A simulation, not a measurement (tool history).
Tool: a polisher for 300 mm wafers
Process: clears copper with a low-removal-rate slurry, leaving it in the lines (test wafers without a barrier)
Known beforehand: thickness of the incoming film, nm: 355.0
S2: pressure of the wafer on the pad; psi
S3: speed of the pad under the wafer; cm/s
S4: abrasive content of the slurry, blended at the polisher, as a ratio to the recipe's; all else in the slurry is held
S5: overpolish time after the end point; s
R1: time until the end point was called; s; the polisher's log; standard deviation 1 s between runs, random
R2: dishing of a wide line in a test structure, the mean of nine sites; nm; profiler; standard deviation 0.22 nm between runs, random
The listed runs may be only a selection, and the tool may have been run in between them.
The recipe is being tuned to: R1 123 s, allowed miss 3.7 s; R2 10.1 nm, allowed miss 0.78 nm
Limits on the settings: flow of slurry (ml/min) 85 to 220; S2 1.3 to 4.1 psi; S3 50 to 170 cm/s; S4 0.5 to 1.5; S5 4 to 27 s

{"run": 1, "hour": 0.0, "flow of slurry (ml/min)": 140, "S2": 2.7, "S3": 110, "S4": 1, "S5": 14, "R1": 153.49, "R2": 25.523}
{"run": 2, "hour": 3.7, "flow of slurry (ml/min)": 140, "S2": 3.2, "S3": 110, "S4": 1, "S5": 14, "R1": 134.38, "R2": 28.457}
{"run": 3, "hour": 10.4, "flow of slurry (ml/min)": 160, "S2": 3.2, "S3": 110, "S4": 1, "S5": 14, "R1": 131.27, "R2": 30.155}
{"run": 4, "hour": 13.5, "flow of slurry (ml/min)": 140, "S2": 3.2, "S3": 112, "S4": 1, "S5": 11, "R1": 130.55, "R2": 24.453}
{"run": 5, "hour": 21.5, "flow of slurry (ml/min)": 110, "S2": 3.2, "S3": 112, "S4": 1, "S5": 11, "R1": 137.4, "R2": 22.19}
{"run": 6, "hour": 23.9, "flow of slurry (ml/min)": 90, "S2": 3.2, "S3": 112, "S4": 1, "S5": 11, "R1": 144.61, "R2": 22.033}
{"run": 7, "hour": 26.8, "flow of slurry (ml/min)": 95, "S2": 3.2, "S3": 114, "S4": 1, "S5": 9, "R1": 140.31, "R2": 18.384}
{"run": 8, "hour": 35.6, "flow of slurry (ml/min)": 90, "S2": 3.1, "S3": 124, "S4": 0.9, "S5": 8, "R1": 138.25, "R2": 17.747}
{"run": 9, "hour": 39.0, "flow of slurry (ml/min)": 90, "S2": 3, "S3": 128, "S4": 1, "S5": 7, "R1": 135.56, "R2": 15.943}
{"run": 10, "hour": 43.6, "flow of slurry (ml/min)": 85, "S2": 2.4, "S3": 150, "S4": 1.25, "S5": 4, "R1": 134.66, "R2": 9.5428}
{"run": 11, "hour": 47.5, "flow of slurry (ml/min)": 90, "S2": 2.4, "S3": 150, "S4": 1.25, "S5": 4, "R1": 131.43, "R2": 9.8147}
{"run": 12, "hour": 50.7, "flow of slurry (ml/min)": 95, "S2": 2.4, "S3": 150, "S4": 1.25, "S5": 4, "R1": 130.44, "R2": 9.4894}
{"run": 13, "hour": 58.1, "flow of slurry (ml/min)": 100, "S2": 2.4, "S3": 150, "S4": 1.25, "S5": 4, "R1": 128.33, "R2": 9.5731}

Below are 4 possible settings for the next run. Only one of them brings all results inside the allowed miss of their targets. Which is it?
{"run": "A", "hour": 65.5, "flow of slurry (ml/min)": 105, "S2": 2.4, "S3": 150, "S4": 1.35, "S5": 4, "R1": "?", "R2": "?"}
{"run": "B", "hour": 65.5, "flow of slurry (ml/min)": 85, "S2": 2.4, "S3": 160, "S4": 1.1, "S5": 4, "R1": "?", "R2": "?"}
{"run": "C", "hour": 65.5, "flow of slurry (ml/min)": 85, "S2": 2.5, "S3": 154, "S4": 1.4, "S5": 5, "R1": "?", "R2": "?"}
{"run": "D", "hour": 65.5, "flow of slurry (ml/min)": 115, "S2": 2.5, "S3": 144, "S4": 1.3, "S5": 5, "R1": "?", "R2": "?"}

move=A R1=122.5 R2=10.127
move=B R1=128.52 R2=9.6766
move=C R1=121.35 R2=12.604
move=D R1=122.03 R2=12.538
A: in spec on every target
B: just as far off the targets as the last run
C: corrects the largest miss of the last run, while another result sits out of spec
D: corrects the largest miss of the last run, while another result sits out of spec
The move that meets every target is A.
